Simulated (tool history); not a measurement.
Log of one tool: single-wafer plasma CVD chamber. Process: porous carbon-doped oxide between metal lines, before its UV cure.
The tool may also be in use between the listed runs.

| run | day | heater temperature setpoint (K) | RF power (W) | deposition time (s) | mean film thickness on the monitor wafer (angstrom) |
|---|---|---|---|---|---|
| 1 | 0.000 | 568.15 | 545 | 31.0 | 1794.3 |
| 2 | 0.254 | 562.15 | 550 | 31.0 | 1881.1 |
| 3 | 0.333 | 562.15 | 505 | 31.0 | 1777.3 |
| 4 | 0.558 | 562.15 | 475 | 31.0 | 1708.2 |
| 5 | 0.733 | 562.15 | 510 | 31.0 | 1788.2 |
| 6 | 0.917 | 557.15 | 520 | 31.0 | 1869.3 |

Run 7 is up next; what results do you expect?
| 7 | 1.246 | 557.15 | 520 | 31.0 | ? |

{"run 7": {"mean film thickness on the monitor wafer (angstrom)": 1876.5}}

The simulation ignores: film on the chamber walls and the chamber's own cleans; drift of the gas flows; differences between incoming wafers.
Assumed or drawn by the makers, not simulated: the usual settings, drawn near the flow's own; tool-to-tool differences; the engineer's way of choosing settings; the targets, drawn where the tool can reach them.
